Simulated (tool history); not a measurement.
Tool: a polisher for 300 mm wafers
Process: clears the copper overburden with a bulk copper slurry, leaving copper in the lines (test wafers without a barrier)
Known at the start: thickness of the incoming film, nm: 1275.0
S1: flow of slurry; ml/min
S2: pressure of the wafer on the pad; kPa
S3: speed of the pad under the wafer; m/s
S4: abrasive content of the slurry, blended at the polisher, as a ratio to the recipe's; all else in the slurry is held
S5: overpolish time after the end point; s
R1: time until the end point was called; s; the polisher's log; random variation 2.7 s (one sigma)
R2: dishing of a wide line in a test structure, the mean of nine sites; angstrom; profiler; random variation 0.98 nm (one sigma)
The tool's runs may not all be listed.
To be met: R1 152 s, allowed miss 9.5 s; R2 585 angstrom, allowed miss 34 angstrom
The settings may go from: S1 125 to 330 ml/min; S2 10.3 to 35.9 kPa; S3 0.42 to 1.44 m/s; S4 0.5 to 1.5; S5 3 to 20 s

{"run": 1, "hour": 0.0, "S1": 210, "S2": 22.8, "S3": 0.92, "S4": 1, "S5": 10, "R1": 172, "R2": 418.74}
{"run": 2, "hour": 6.1, "S1": 210, "S2": 23.4, "S3": 0.92, "S4": 1, "S5": 11, "R1": 161.41, "R2": 460.71}
{"run": 3, "hour": 13.7, "S1": 210, "S2": 23.4, "S3": 0.92, "S4": 1, "S5": 12, "R1": 159.63, "R2": 482.54}
{"run": 4, "hour": 17.2, "S1": 210, "S2": 23.4, "S3": 0.92, "S4": 1, "S5": 13, "R1": 165.52, "R2": 513.59}
{"run": 5, "hour": 22.8, "S1": 185, "S2": 23.4, "S3": 0.92, "S4": 1, "S5": 13, "R1": 164.48, "R2": 513.42}
{"run": 6, "hour": 24.3, "S1": 135, "S2": 23.4, "S3": 0.92, "S4": 1, "S5": 13, "R1": 173.97, "R2": 498.18}
{"run": 7, "hour": 31.7, "S1": 140, "S2": 24.1, "S3": 0.92, "S4": 1, "S5": 13, "R1": 167.45, "R2": 507.6}
{"run": 8, "hour": 35.0, "S1": 140, "S2": 24.8, "S3": 0.92, "S4": 1, "S5": 13, "R1": 161.41, "R2": 499.08}
{"run": 9, "hour": 36.3, "S1": 145, "S2": 24.8, "S3": 0.94, "S4": 1, "S5": 14, "R1": 154.95, "R2": 544.84}

4 next moves are on the table. One of them brings every result within its allowed miss. Which?
{"run": "A", "hour": 37.6, "S1": 145, "S2": 26.9, "S3": 0.94, "S4": 0.95, "S5": 11, "R1": "?", "R2": "?"}
{"run": "B", "hour": 37.6, "S1": 155, "S2": 22.1, "S3": 0.96, "S4": 0.9, "S5": 16, "R1": "?", "R2": "?"}
{"run": "C", "hour": 37.6, "S1": 250, "S2": 25.5, "S3": 0.82, "S4": 1.35, "S5": 13, "R1": "?", "R2": "?"}
{"run": "D", "hour": 37.6, "S1": 135, "S2": 35.9, "S3": 0.66, "S4": 1.05, "S5": 16, "R1": "?", "R2": "?"}

move=A R1=140.96 R2=498.63
move=B R1=167.84 R2=540.47
move=C R1=147.98 R2=527.37
move=D R1=147.89 R2=595.53
A: further off than the last run
B: further off than the last run
C: further off than the last run
D: meets every target
Answer: D
